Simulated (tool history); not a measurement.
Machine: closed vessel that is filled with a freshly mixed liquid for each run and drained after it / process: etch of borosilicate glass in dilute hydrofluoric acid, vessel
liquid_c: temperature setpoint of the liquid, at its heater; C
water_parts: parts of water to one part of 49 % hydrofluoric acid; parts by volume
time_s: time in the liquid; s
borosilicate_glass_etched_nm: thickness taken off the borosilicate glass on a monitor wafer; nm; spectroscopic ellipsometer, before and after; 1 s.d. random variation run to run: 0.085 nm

run,hour,liquid_c,water_parts,time_s,borosilicate_glass_etched_nm
1,0.0,21.0,95,35,6.6832
2,2.7,22.5,90,35,7.5957
3,6.5,20.0,90,35,6.8846
4,11.7,20.0,90,30,5.8834
5,19.3,20.0,65,30,8.4334
6,25.0,20.0,95,30,5.6176

Estimate the outcome of run 7 from the log above:
7,30.2,24.0,65,30,?

{"run 7": {"borosilicate_glass_etched_nm": 9.9244}}
